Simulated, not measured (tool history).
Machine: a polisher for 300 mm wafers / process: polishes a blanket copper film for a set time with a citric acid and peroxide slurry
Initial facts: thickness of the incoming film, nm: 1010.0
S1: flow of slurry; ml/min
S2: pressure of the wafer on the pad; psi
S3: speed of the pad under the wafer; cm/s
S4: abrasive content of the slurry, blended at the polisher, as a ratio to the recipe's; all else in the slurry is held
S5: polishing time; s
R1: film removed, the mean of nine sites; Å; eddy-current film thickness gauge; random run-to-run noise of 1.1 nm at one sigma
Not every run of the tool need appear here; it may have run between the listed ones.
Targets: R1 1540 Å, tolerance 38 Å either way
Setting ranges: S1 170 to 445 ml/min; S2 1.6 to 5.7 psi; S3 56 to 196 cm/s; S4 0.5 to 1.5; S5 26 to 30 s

Run 1, hour 0: S1 285 ml/min, S2 3.6 psi, S3 126 cm/s, S4 1, S5 30 s. Result: R1 800.25 Å.
Run 2, hour 3.1: S1 285 ml/min, S2 3.6 psi, S3 156 cm/s, S4 1, S5 30 s. Result: R1 939.45 Å.
Run 3, hour 7.7: S1 285 ml/min, S2 3.6 psi, S3 156 cm/s, S4 1.1, S5 30 s. Result: R1 953.86 Å.
Run 4, hour 16.2: S1 250 ml/min, S2 3.6 psi, S3 156 cm/s, S4 1.1, S5 30 s. Result: R1 949.21 Å.
Run 5, hour 24.2: S1 250 ml/min, S2 3.9 psi, S3 156 cm/s, S4 1.1, S5 30 s. Result: R1 992.75 Å.
Run 6, hour 32.4: S1 250 ml/min, S2 3.9 psi, S3 156 cm/s, S4 1.1, S5 26 s. Result: R1 868.68 Å.
At hour 36.5: worn pad replaced by a new one.
Run 7, hour 36.5: S1 270 ml/min, S2 4.9 psi, S3 166 cm/s, S4 1.1, S5 26 s. Result: R1 1126.6 Å.
Run 8, hour 38.1: S1 280 ml/min, S2 5.1 psi, S3 170 cm/s, S4 1.1, S5 26 s. Result: R1 1199.1 Å.
Run 9, hour 44.3: S1 290 ml/min, S2 5.2 psi, S3 174 cm/s, S4 1.1, S5 26 s. Result: R1 1258.6 Å.
Run 10, hour 52.7: S1 300 ml/min, S2 5.3 psi, S3 176 cm/s, S4 1.1, S5 26 s. Result: R1 1280.2 Å.
Run 11, hour 56.8: S1 300 ml/min, S2 5.4 psi, S3 180 cm/s, S4 1.1, S5 26 s. Result: R1 1315.3 Å.
Run 12, hour 58.8: S1 300 ml/min, S2 5.5 psi, S3 182 cm/s, S4 1.1, S5 26 s. Result: R1 1323.8 Å.
Run 13, hour 60.4: S1 300 ml/min, S2 5.5 psi, S3 184 cm/s, S4 1.15, S5 26 s. Result: R1 1379.5 Å.
Run 14, hour 62: S1 315 ml/min, S2 5.7 psi, S3 192 cm/s, S4 1.15, S5 26 s. Result: R1 1462.4 Å.

Which single option among these 5 for the next run brings every result within its allowed miss of target? Just one does.
Run A, hour 63.6: S1 340 ml/min, S2 5.4 psi, S3 188 cm/s, S4 1.25, S5 26 s. Result: R1 ?.
Run B, hour 63.6: S1 245 ml/min, S2 5.6 psi, S3 172 cm/s, S4 1.2, S5 28 s. Result: R1 ?.
Run C, hour 63.6: S1 290 ml/min, S2 5.7 psi, S3 146 cm/s, S4 1.4, S5 29 s. Result: R1 ?.
Run D, hour 63.6: S1 335 ml/min, S2 5.3 psi, S3 190 cm/s, S4 1.15, S5 27 s. Result: R1 ?.
Run E, hour 63.6: S1 315 ml/min, S2 5.7 psi, S3 168 cm/s, S4 1.2, S5 30 s. Result: R1 ?.

move      R1
   A  1411.1
   B  1409.7
   C  1381.6
   D  1426.8
   E  1537.5
A: the biggest miss grows against the last run
B: the biggest miss grows against the last run
C: the biggest miss grows against the last run
D: the biggest miss grows against the last run
E: in spec on every target
Correct choice: E, which meets every target
